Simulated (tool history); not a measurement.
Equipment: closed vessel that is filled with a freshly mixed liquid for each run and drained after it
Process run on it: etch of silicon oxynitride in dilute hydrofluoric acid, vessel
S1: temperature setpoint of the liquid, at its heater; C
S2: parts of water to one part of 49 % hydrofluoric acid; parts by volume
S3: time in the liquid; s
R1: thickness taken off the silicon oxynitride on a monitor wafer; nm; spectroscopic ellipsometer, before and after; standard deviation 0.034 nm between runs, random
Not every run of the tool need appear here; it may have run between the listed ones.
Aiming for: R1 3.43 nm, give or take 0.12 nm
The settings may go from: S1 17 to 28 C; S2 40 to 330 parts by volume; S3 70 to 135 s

run  hour    S1   S2   S3      R1
  1     0    20  185  135  1.8501
  2   6.3    22  175  135  2.1444
  3  14.1    22  175  135  2.1668
  4  23.1  25.5  175  135   2.528
  5  31.4  25.5  205  135  2.1095
  6  38.3  25.5  235  135  1.8363
     46.3  -- thermometer replaced
  7  46.3    26  210  135  2.3063
  8  51.2  26.5  195  135  2.5094
  9  55.9    27  185  135  2.7087

4 next moves are on the table. One of them brings every result within its allowed miss. Which?
  A  60.6    28  220  135   ?
  B  60.6    28  150  135   ?
  C  60.6    28  175  135   ?
  D  60.6  27.5  155  135   ?

move      R1
   A  2.2975
   B  3.5798
   C  3.0011
   D  3.3736
A: misses by more than the last run did
B: takes the result that was furthest off past its target
C: moves toward the targets from the last run without getting all of them in spec
D: meets every target
Move D is the one to make.
